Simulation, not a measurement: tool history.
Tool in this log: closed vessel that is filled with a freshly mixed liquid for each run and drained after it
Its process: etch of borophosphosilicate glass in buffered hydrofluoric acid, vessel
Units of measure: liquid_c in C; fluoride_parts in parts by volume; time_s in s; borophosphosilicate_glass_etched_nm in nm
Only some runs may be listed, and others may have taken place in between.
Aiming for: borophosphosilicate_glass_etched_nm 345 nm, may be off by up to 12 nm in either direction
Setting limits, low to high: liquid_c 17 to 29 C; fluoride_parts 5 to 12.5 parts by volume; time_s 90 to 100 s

| run | hour | liquid_c | fluoride_parts | time_s | borophosphosilicate_glass_etched_nm |
|---|---|---|---|---|---|
| 1 | 0 | 21 | 7.5 | 90 | 208.33 |
| 2 | 4.7 | 19.5 | 7.5 | 90 | 189.8 |
| 3 | 11 | 20.5 | 7.5 | 90 | 203.98 |
| 4 | 12.4 | 20.5 | 7.5 | 100 | 227.69 |
| 5 | 20.9 | 21.5 | 7.5 | 100 | 237.68 |
| 6 | 23.6 | 21.5 | 7.5 | 100 | 238.07 |
| 7 | 29.8 | 22.5 | 7.5 | 100 | 253.73 |
| 8 | 35.2 | 26.5 | 7.5 | 100 | 308.7 |
| 9 | 39.6 | 27 | 7.5 | 100 | 318.31 |

Which of these 5 next moves meets every target?
| A | 44 | 24 | 6.5 | 100 | ? |
| B | 44 | 28 | 6.5 | 90 | ? |
| C | 44 | 27 | 8 | 95 | ? |
| D | 44 | 26 | 6 | 100 | ? |
| E | 44 | 21 | 5 | 95 | ? |

| move | borophosphosilicate_glass_etched_nm |
|---|---|
| A | 311.53 |
| B | 346.61 |
| C | 281.05 |
| D | 371.99 |
| E | 316.82 |
A: the biggest miss grows against the last run
B: in spec on every target
C: the biggest miss grows against the last run
D: moves the result that the last run missed by most past its target, out the other side
E: the biggest miss grows against the last run
Answer: B
